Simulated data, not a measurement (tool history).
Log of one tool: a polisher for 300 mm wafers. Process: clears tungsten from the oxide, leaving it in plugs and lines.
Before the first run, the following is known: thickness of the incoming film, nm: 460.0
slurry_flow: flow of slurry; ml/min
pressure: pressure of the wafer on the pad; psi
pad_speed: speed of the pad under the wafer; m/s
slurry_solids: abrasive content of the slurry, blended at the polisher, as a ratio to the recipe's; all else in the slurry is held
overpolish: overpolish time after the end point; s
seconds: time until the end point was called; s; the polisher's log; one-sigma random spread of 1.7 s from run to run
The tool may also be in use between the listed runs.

run  hour  slurry_flow  pressure  pad_speed  slurry_solids  overpolish  seconds
  1   0.0          230       4.0       1.00            1.0           6   88.833
  2   7.6          230       3.7       0.98            1.0           6   98.024
  3  13.1          230       3.7       1.08            1.0           6   90.953
  4  21.7          230       3.0       1.08            1.0           6  110.260
  5  26.0          230       2.8       1.06            1.0           6  117.850
  6  30.5          230       2.8       1.06            1.0           5  120.040

Predict the results of run 7:
  7  37.4          230       2.7       1.04            1.0           5        ?

seconds: 128.030 s

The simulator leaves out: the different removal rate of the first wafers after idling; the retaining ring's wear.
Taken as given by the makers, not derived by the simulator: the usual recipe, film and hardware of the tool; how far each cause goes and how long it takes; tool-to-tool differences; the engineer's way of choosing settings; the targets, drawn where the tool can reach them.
